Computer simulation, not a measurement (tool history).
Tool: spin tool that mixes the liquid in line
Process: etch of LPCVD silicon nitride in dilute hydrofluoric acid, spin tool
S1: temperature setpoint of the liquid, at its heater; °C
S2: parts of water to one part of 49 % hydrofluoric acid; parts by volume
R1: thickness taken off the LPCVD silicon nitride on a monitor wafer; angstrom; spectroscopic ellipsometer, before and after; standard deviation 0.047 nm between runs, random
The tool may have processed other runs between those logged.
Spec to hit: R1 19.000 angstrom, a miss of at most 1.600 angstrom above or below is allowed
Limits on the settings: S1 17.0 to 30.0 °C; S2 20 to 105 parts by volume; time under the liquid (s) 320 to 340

run 1 day=0.000 | S1=22.0 S2=55 time_under_the_liquid_(s)=320 | R1=33.842
run 2 day=0.338 | S1=21.0 S2=60 time_under_the_liquid_(s)=320 | R1=29.442
run 3 day=0.458 | S1=21.0 S2=60 time_under_the_liquid_(s)=340 | R1=29.370
run 4 day=0.600 | S1=21.0 S2=40 time_under_the_liquid_(s)=340 | R1=44.374
run 5 day=0.750 | S1=21.0 S2=20 time_under_the_liquid_(s)=340 | R1=88.131
run 6 day=1.108 | S1=21.0 S2=20 time_under_the_liquid_(s)=340 | R1=86.629
run 7 day=1.475 | S1=20.0 S2=35 time_under_the_liquid_(s)=335 | R1=47.093
run 8 day=1.583 | S1=19.0 S2=40 time_under_the_liquid_(s)=335 | R1=36.749
run 9 day=1.775 | S1=18.5 S2=45 time_under_the_liquid_(s)=335 | R1=32.357

Next run, 4 choices. One meets every target within its allowed miss, the rest don't. Which?
run A day=1.967 | S1=20.0 S2=35 time_under_the_liquid_(s)=340 | R1=?
run B day=1.967 | S1=24.5 S2=45 time_under_the_liquid_(s)=340 | R1=?
run C day=1.967 | S1=19.0 S2=75 time_under_the_liquid_(s)=320 | R1=?
run D day=1.967 | S1=19.0 S2=60 time_under_the_liquid_(s)=340 | R1=?

move=A R1=45.911
move=B R1=48.980
move=C R1=19.223
move=D R1=25.379
A: misses by more than the last run did
B: misses by more than the last run did
C: in spec on every target
D: closes in on the targets versus the last run, not all within tolerance yet
C meets every target.
